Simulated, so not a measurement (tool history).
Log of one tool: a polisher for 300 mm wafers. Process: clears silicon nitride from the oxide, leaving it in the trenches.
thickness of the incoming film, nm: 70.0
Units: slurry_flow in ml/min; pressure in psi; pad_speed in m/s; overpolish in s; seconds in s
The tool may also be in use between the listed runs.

run,hour,slurry_flow,pressure,pad_speed,overpolish,seconds
1,0.0,315,2.5,1.16,13,79.466
2,6.2,315,2.4,1.16,13,85.513
3,12.6,315,2.4,1.36,13,71.669
4,14.3,315,2.4,1.20,13,79.767
5,21.2,315,2.7,1.20,13,71.750
6,22.6,315,2.5,1.20,13,78.013
7,23.5,315,2.3,1.20,13,84.153
8,31.5,315,2.2,1.20,13,87.820

Forecast run 9:
9,38.3,315,2.1,1.20,13,?

{"run 9": {"seconds": 91.231}}

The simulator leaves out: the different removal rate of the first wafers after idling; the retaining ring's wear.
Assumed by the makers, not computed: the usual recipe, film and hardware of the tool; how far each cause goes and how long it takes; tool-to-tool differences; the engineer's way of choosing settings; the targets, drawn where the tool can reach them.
